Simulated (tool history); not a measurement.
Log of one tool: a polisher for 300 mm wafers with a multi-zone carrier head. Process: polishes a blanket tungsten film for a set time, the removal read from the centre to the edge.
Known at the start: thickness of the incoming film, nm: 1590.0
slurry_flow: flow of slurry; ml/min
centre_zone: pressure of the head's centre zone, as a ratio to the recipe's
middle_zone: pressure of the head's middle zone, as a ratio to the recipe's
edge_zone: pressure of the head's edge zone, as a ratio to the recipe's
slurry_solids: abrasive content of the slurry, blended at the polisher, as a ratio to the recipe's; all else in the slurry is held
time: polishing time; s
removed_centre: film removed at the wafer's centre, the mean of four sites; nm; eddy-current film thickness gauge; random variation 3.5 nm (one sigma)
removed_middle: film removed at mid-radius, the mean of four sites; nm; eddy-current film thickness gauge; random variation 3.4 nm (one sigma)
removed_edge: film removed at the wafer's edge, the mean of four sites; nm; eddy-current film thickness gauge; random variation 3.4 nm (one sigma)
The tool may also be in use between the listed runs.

run    day  slurry_flow  centre_zone  middle_zone  edge_zone  slurry_solids  time  removed_centre  removed_middle  removed_edge
  1      0          230            1            1          1              1    67          475.94          458.96        483.89
  2  0.329          230            1         1.06          1              1    67          476.04          487.48        480.93
  3  0.558          230            1         1.04       0.98            0.9    65          448.53           457.5        450.34
  4  0.892          230            1         1.01       0.96            0.8    63          430.15          420.66         423.3
  5  1.104          230         1.08         1.01       0.96            0.8    63          454.93          416.35        419.55
  6  1.338          230         1.08         0.96       0.96            0.8    63          457.66          398.88        423.98
  7  1.638          225         1.06         0.95       0.94           0.75    62          429.86          383.79        410.45
     1.712  -- worn pad replaced by a new one
  8  1.712          225         1.06         0.95       0.93            0.7    61          466.06           427.4        436.83
  9  2.029          225         1.07         0.99       0.97           0.75    60          470.86          439.04         447.5
 10  2.142          240         1.05         0.98       0.95           0.75    60          470.69          430.42        438.23
 11  2.446          220         1.07         0.98       0.94           0.75    60          465.84          436.69        439.08
 12  2.475          245         1.04         0.97       0.93           0.75    57          443.88          410.19        420.06
 13  2.671          235         1.04         0.95       0.91           0.75    53          408.19          378.12        384.93

Forecast run 14:
 14  2.8          225         1.04         0.94       0.89           0.75    53               ?               ?             ?

{"run 14": {"removed_centre": 408.05, "removed_middle": 364.05, "removed_edge": 377.12}}
